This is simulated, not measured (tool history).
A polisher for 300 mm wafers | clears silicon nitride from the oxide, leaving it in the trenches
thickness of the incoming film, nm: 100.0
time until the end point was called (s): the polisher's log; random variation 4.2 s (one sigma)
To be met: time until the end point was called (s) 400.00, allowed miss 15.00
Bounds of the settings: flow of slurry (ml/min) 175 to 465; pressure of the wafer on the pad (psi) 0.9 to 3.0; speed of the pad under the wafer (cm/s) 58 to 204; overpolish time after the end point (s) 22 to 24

run,hour,flow of slurry (ml/min),pressure of the wafer on the pad (psi),speed of the pad under the wafer (cm/s),overpolish time after the end point (s),time until the end point was called (s)
1,0.0,295,1.9,130,22,151.73
2,1.6,295,1.9,146,22,135.82
3,8.1,230,1.9,146,22,134.70
4,13.9,195,1.9,146,22,143.50
5,14.6,190,1.6,128,22,187.63
6,20.8,265,1.6,128,22,179.62
7,24.6,255,1.4,110,22,226.49
8,25.7,250,1.2,96,22,294.05
9,27.5,245,0.9,80,22,446.07
10,31.3,265,1.1,80,22,370.03
11,36.1,265,1.1,80,22,372.16
12,40.1,260,1.1,80,22,374.44
13,46.1,255,1.1,80,22,375.67
14,53.0,250,1.1,80,22,378.87
15,61.5,240,1.1,80,22,379.42
16,69.0,235,1.1,80,22,387.45
17,76.0,230,1.1,80,22,374.97

5 next moves are on the table. One of them brings every result within its allowed miss. Which?
A,83.0,240,1.0,90,22,?
B,83.0,285,0.9,94,22,?
C,83.0,200,1.0,96,22,?
D,83.0,205,1.2,72,24,?
E,83.0,205,1.3,80,22,?

move,time until the end point was called (s)
A,351.90
B,356.87
C,339.03
D,388.51
E,330.71
A: further off than the last run
B: further off than the last run
C: further off than the last run
D: meets every target
E: further off than the last run
The right move is D.
